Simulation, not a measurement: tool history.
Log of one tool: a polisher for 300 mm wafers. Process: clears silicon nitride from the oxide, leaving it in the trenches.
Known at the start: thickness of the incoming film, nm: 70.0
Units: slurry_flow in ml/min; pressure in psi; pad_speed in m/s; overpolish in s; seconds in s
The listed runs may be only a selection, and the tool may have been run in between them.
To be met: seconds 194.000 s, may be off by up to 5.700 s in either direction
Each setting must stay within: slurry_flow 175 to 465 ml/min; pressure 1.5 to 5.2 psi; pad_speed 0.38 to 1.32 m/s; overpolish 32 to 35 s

run,hour,slurry_flow,pressure,pad_speed,overpolish,seconds
1,0.0,295,3.3,0.84,32,93.478
2,4.5,295,3.3,0.96,32,81.944
3,8.3,290,2.9,0.90,32,98.115
4,17.0,290,2.6,0.84,32,112.310
5,18.1,285,2.3,0.78,32,132.720
6,26.2,285,2.1,0.74,32,152.920
7,29.1,285,2.0,0.72,32,162.110
8,30.7,285,1.9,0.72,32,167.520
9,35.0,285,1.8,0.72,32,176.580
10,39.9,285,1.7,0.72,32,184.230

Consider the 4 candidate settings below. Which is the only one whose results all fall within their allowed miss of target?
A,44.8,355,2.3,0.64,32,?
B,44.8,295,2.0,0.68,32,?
C,44.8,235,1.6,0.72,33,?
D,44.8,345,2.3,0.56,35,?

move,seconds
A,158.170
B,168.630
C,192.070
D,180.080
A: its largest miss is bigger than the last run's
B: its largest miss is bigger than the last run's
C: meets every target
D: its largest miss is bigger than the last run's
C meets every target.

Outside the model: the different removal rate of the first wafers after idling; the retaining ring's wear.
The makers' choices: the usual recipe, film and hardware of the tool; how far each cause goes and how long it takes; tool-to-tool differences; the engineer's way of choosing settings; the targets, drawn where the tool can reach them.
